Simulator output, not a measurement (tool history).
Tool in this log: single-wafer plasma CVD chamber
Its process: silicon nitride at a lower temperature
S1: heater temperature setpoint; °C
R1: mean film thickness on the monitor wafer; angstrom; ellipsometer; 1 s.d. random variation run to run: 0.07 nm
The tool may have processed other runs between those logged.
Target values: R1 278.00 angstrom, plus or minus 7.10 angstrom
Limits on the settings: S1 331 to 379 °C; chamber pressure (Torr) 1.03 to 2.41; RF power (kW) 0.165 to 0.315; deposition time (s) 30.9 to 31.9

{"run": 1, "hour": 0.0, "S1": 355, "chamber pressure (Torr)": 1.72, "RF power (kW)": 0.24, "deposition time (s)": 30.9, "R1": 331.26}
{"run": 2, "hour": 3.5, "S1": 355, "chamber pressure (Torr)": 1.62, "RF power (kW)": 0.23, "deposition time (s)": 30.9, "R1": 311.91}
{"run": 3, "hour": 8.0, "S1": 355, "chamber pressure (Torr)": 1.32, "RF power (kW)": 0.23, "deposition time (s)": 30.9, "R1": 297.91}
{"run": 4, "hour": 11.6, "S1": 355, "chamber pressure (Torr)": 1.58, "RF power (kW)": 0.23, "deposition time (s)": 30.9, "R1": 310.35}
{"run": 5, "hour": 20.1, "S1": 355, "chamber pressure (Torr)": 1.43, "RF power (kW)": 0.23, "deposition time (s)": 30.9, "R1": 304.31}
{"run": 6, "hour": 25.2, "S1": 355, "chamber pressure (Torr)": 1.43, "RF power (kW)": 0.23, "deposition time (s)": 31.9, "R1": 313.54}
{"run": 7, "hour": 29.9, "S1": 355, "chamber pressure (Torr)": 1.38, "RF power (kW)": 0.225, "deposition time (s)": 31.9, "R1": 303.49}
{"run": 8, "hour": 31.9, "S1": 355, "chamber pressure (Torr)": 1.33, "RF power (kW)": 0.22, "deposition time (s)": 31.9, "R1": 294.33}
{"run": 9, "hour": 35.8, "S1": 355, "chamber pressure (Torr)": 1.29, "RF power (kW)": 0.22, "deposition time (s)": 31.9, "R1": 293.2}
{"run": 10, "hour": 36.9, "S1": 355, "chamber pressure (Torr)": 1.25, "RF power (kW)": 0.22, "deposition time (s)": 31.9, "R1": 289.05}
{"run": 11, "hour": 42.8, "S1": 355, "chamber pressure (Torr)": 1.22, "RF power (kW)": 0.22, "deposition time (s)": 31.9, "R1": 288.53}
{"run": 12, "hour": 50.8, "S1": 355, "chamber pressure (Torr)": 1.19, "RF power (kW)": 0.22, "deposition time (s)": 31.9, "R1": 287.44}

Exactly one of the 5 candidate moves below puts every result within its allowed miss. Which one?
{"run": "A", "hour": 58.8, "S1": 357, "chamber pressure (Torr)": 1.27, "RF power (kW)": 0.235, "deposition time (s)": 31.9, "R1": "?"}
{"run": "B", "hour": 58.8, "S1": 364, "chamber pressure (Torr)": 1.29, "RF power (kW)": 0.21, "deposition time (s)": 31.9, "R1": "?"}
{"run": "C", "hour": 58.8, "S1": 359, "chamber pressure (Torr)": 1.34, "RF power (kW)": 0.22, "deposition time (s)": 31.9, "R1": "?"}
{"run": "D", "hour": 58.8, "S1": 365, "chamber pressure (Torr)": 1.08, "RF power (kW)": 0.23, "deposition time (s)": 31.9, "R1": "?"}
{"run": "E", "hour": 58.8, "S1": 359, "chamber pressure (Torr)": 1.16, "RF power (kW)": 0.23, "deposition time (s)": 30.9, "R1": "?"}

move=A R1=312.16
move=B R1=277.68
move=C R1=294.91
move=D R1=293.49
move=E R1=289.63
A: moves away from the targets compared with the last run
B: in spec on every target
C: moves away from the targets compared with the last run
D: moves away from the targets compared with the last run
E: moves away from the targets compared with the last run
The right move is B.
